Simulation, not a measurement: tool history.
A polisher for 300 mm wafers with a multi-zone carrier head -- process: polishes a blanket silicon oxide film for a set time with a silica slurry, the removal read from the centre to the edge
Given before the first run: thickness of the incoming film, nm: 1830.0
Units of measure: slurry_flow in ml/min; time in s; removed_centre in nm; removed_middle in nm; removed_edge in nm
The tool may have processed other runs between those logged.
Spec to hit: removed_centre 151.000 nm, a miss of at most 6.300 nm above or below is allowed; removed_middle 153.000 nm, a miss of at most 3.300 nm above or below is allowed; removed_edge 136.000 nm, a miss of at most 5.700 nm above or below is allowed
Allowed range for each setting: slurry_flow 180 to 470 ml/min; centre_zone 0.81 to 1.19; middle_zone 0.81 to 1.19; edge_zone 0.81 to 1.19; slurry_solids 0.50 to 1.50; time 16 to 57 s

run  hour  slurry_flow  centre_zone  middle_zone  edge_zone  slurry_solids  time  removed_centre  removed_middle  removed_edge
  1   0.0          300         1.00         1.00       1.00           1.00    36         163.960         166.730       161.580
  2   5.9          300         1.05         1.00       1.00           1.00    36         166.560         167.420       166.370
  3  14.8          300         1.05         1.00       1.00           1.00    27         122.550         122.770       124.610
  4  22.1          300         1.05         1.00       1.00           1.00    19          89.026          87.512        86.697
  5  28.6          350         1.05         1.00       1.00           1.00    19          90.312          87.878        85.351
  6  35.5          350         1.05         1.00       1.00           0.90    19          86.592          84.703        84.585
  7  39.8          360         1.08         1.10       1.10           1.15    29         152.140         154.800       143.990
  8  42.5          365         1.08         1.10       1.08           1.15    29         152.260         154.400       144.700

Pick the move, out of 5, that brings all results within their allowed miss; only one does.
  A  45.2          375         1.01         1.02       1.14           1.15    30               ?               ?             ?
  B  45.2          415         1.14         1.14       1.02           1.10    28               ?               ?             ?
  C  45.2          365         1.13         1.19       1.00           1.20    28               ?               ?             ?
  D  45.2          345         1.08         1.11       1.10           1.15    27               ?               ?             ?
  E  45.2          325         1.08         1.04       1.06           1.10    31               ?               ?             ?

move  removed_centre  removed_middle  removed_edge
   A         143.820         150.810       154.760
   B         148.020         152.700       134.890
   C         150.250         162.000       136.950
   D         136.300         144.470       135.920
   E         152.940         153.830       150.170
A: further off than the last run
B: in spec on every target
C: the worst result of the last run now meets its target, but another is out of spec
D: the worst result of the last run now meets its target, but another is out of spec
E: further off than the last run
So the answer is move B, the one that meets all the targets.
